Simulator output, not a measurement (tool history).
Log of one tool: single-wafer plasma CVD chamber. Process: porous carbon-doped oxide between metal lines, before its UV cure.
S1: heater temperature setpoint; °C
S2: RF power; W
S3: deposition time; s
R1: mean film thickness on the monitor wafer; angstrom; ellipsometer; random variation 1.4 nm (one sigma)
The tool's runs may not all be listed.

run 1 hour=0.0 | S1=285 S2=410 S3=37.3 | R1=2113.5
run 2 hour=1.5 | S1=285 S2=360 S3=37.3 | R1=1848.7
run 3 hour=8.7 | S1=285 S2=360 S3=38.5 | R1=1931.2
run 4 hour=17.5 | S1=279 S2=380 S3=38.5 | R1=2120.0
run 5 hour=22.0 | S1=284 S2=380 S3=38.5 | R1=2070.1
run 6 hour=28.5 | S1=293 S2=380 S3=38.5 | R1=1951.6
run 7 hour=29.6 | S1=285 S2=400 S3=38.5 | R1=2150.7
run 8 hour=30.4 | S1=279 S2=410 S3=38.5 | R1=2257.8

Run 9 comes next. What will it give?
run 9 hour=38.8 | S1=275 S2=420 S3=38.5 | R1=?

Run 9 gave R1 2368.9 angstrom.
